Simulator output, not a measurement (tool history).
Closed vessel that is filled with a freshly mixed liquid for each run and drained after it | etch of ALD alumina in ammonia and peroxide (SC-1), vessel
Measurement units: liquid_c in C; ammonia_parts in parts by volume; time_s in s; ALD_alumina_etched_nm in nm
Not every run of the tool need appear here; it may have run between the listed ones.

run	hour	liquid_c	ammonia_parts	time_s	ALD_alumina_etched_nm
1	0.0	59.0	0.9	1025	72.585
2	1.6	55.5	0.9	1025	60.451
3	10.1	55.5	1.2	1025	62.037
4	18.0	58.5	1.2	1025	72.566
5	24.2	58.5	1.2	1025	72.275
6	27.3	58.5	0.9	1025	70.794
7	35.3	57.5	0.9	1025	67.431

Predict the results of run 8:
8	36.4	56.5	0.9	1025	?

ALD_alumina_etched_nm: 63.993 nm
